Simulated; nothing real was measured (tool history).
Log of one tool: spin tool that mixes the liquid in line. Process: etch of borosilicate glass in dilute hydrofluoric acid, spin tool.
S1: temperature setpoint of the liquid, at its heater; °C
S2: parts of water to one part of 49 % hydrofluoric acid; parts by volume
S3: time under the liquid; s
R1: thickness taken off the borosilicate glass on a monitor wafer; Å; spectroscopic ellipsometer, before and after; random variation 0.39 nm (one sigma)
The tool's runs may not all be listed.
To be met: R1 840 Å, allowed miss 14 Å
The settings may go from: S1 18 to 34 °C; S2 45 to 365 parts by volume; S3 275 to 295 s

{"run": 1, "hour": 0.0, "S1": 26, "S2": 205, "S3": 275, "R1": 387.83}
{"run": 2, "hour": 6.2, "S1": 27.5, "S2": 190, "S3": 275, "R1": 449.61}
{"run": 3, "hour": 14.9, "S1": 27.5, "S2": 190, "S3": 295, "R1": 481.21}
{"run": 4, "hour": 23.4, "S1": 29, "S2": 175, "S3": 295, "R1": 563.32}
{"run": 5, "hour": 32.1, "S1": 30, "S2": 165, "S3": 295, "R1": 623.89}
{"run": 6, "hour": 37.4, "S1": 31, "S2": 160, "S3": 295, "R1": 668.77}
{"run": 7, "hour": 44.5, "S1": 31, "S2": 160, "S3": 295, "R1": 673.22}
{"run": 8, "hour": 50.5, "S1": 31.5, "S2": 155, "S3": 295, "R1": 710.27}
{"run": 9, "hour": 56.2, "S1": 32, "S2": 150, "S3": 295, "R1": 753.92}
{"run": 10, "hour": 61.0, "S1": 32.5, "S2": 150, "S3": 295, "R1": 766.34}
{"run": 11, "hour": 65.1, "S1": 33, "S2": 150, "S3": 295, "R1": 777.22}

Which of these 5 next moves meets every target?
{"run": "A", "hour": 69.2, "S1": 33.5, "S2": 135, "S3": 275, "R1": "?"}
{"run": "B", "hour": 69.2, "S1": 32.5, "S2": 155, "S3": 275, "R1": "?"}
{"run": "C", "hour": 69.2, "S1": 31.5, "S2": 130, "S3": 295, "R1": "?"}
{"run": "D", "hour": 69.2, "S1": 34, "S2": 140, "S3": 295, "R1": "?"}
{"run": "E", "hour": 69.2, "S1": 31, "S2": 130, "S3": 295, "R1": "?"}

move=A R1=840.63
move=B R1=687.32
move=C R1=878.38
move=D R1=878.5
move=E R1=862.67
A: meets every target
B: further off than the last run
C: takes the result that was furthest off past its target
D: takes the result that was furthest off past its target
E: takes the result that was furthest off past its target
The right move is A.

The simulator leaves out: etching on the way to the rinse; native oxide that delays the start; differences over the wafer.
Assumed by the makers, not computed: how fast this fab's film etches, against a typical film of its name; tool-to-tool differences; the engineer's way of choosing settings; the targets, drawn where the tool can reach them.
